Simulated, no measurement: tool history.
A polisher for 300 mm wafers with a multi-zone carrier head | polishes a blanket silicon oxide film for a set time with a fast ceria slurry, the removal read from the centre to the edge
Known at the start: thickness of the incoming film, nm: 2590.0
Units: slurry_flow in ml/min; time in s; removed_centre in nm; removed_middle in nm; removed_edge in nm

Run 1, hour 0: slurry_flow 150 ml/min, centre_zone 1, middle_zone 1, edge_zone 1, time 64 s. Result: removed_centre 1093.1 nm, removed_middle 1008 nm, removed_edge 1001.5 nm.
Run 2, hour 7.4: slurry_flow 150 ml/min, centre_zone 1, middle_zone 0.97, edge_zone 1, time 64 s. Result: removed_centre 1076 nm, removed_middle 990.79 nm, removed_edge 1025.8 nm.
Run 3, hour 8.3: slurry_flow 150 ml/min, centre_zone 1, middle_zone 0.97, edge_zone 1, time 53 s. Result: removed_centre 892.67 nm, removed_middle 856.31 nm, removed_edge 832.74 nm.
Run 4, hour 9.1: slurry_flow 135 ml/min, centre_zone 0.95, middle_zone 0.97, edge_zone 1.02, time 47 s. Result: removed_centre 725.83 nm, removed_middle 705.94 nm, removed_edge 739.34 nm.
Run 5, hour 10.5: slurry_flow 135 ml/min, centre_zone 0.91, middle_zone 1.03, edge_zone 1.04, time 43 s. Result: removed_centre 639.57 nm, removed_middle 691.78 nm, removed_edge 683.47 nm.
At hour 15.1: centre zone pressure recalibrated.
Run 6, hour 15.1: slurry_flow 125 ml/min, centre_zone 0.88, middle_zone 1.06, edge_zone 1.04, time 42 s. Result: removed_centre 566.67 nm, removed_middle 674.83 nm, removed_edge 654.39 nm.

Run 7 comes next. What will it give?
Run 7, hour 19: slurry_flow 120 ml/min, centre_zone 0.87, middle_zone 1.06, edge_zone 1.02, time 41 s. Result: removed_centre ?, removed_middle ?, removed_edge ?.

{"run 7": {"removed_centre": 544.36, "removed_middle": 637.46, "removed_edge": 628.09}}

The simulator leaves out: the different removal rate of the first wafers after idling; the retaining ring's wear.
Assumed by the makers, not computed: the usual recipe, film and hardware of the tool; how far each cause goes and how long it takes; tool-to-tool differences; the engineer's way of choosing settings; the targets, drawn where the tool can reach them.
